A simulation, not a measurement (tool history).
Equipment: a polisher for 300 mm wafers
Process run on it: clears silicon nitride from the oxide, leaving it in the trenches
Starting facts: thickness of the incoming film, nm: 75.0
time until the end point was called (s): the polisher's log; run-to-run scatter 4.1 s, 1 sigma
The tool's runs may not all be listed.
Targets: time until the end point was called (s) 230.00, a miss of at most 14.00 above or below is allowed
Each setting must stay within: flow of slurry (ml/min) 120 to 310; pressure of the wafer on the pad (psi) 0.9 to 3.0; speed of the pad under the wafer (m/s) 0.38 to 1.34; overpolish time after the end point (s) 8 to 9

| run | hour | flow of slurry (ml/min) | pressure of the wafer on the pad (psi) | speed of the pad under the wafer (m/s) | overpolish time after the end point (s) | time until the end point was called (s) |
|---|---|---|---|---|---|---|
| 1 | 0.0 | 200 | 1.9 | 0.86 | 9 | 178.41 |
| 2 | 7.6 | 200 | 1.9 | 1.06 | 9 | 147.90 |
| 3 | 10.5 | 200 | 1.7 | 1.04 | 9 | 165.64 |
| 4 | 12.3 | 200 | 1.7 | 1.04 | 9 | 167.38 |
| 5 | 16.1 | 160 | 1.7 | 1.04 | 9 | 179.15 |
| 6 | 21.1 | 160 | 1.7 | 1.04 | 8 | 178.44 |
| 7 | 28.4 | 155 | 1.6 | 1.04 | 8 | 185.76 |
| 8 | 29.2 | 155 | 1.5 | 1.04 | 8 | 195.13 |
| 9 | 30.3 | 155 | 1.4 | 1.04 | 8 | 213.74 |

Exercise: of the 4 proposed moves below, exactly one satisfies all targets within the stated allowed misses. Which move is it?
| A | 31.4 | 130 | 1.5 | 0.96 | 9 | ? |
| B | 31.4 | 180 | 1.7 | 0.92 | 9 | ? |
| C | 31.4 | 150 | 1.3 | 0.86 | 8 | ? |
| D | 31.4 | 200 | 1.0 | 1.12 | 8 | ? |

| move | time until the end point was called (s) |
|---|---|
| A | 224.93 |
| B | 192.45 |
| C | 275.22 |
| D | 253.90 |
A: each result inside its tolerance
B: lands further from the targets than the last run did
C: pushes the last run's worst result past its target
D: pushes the last run's worst result past its target
Move A is the one to make.

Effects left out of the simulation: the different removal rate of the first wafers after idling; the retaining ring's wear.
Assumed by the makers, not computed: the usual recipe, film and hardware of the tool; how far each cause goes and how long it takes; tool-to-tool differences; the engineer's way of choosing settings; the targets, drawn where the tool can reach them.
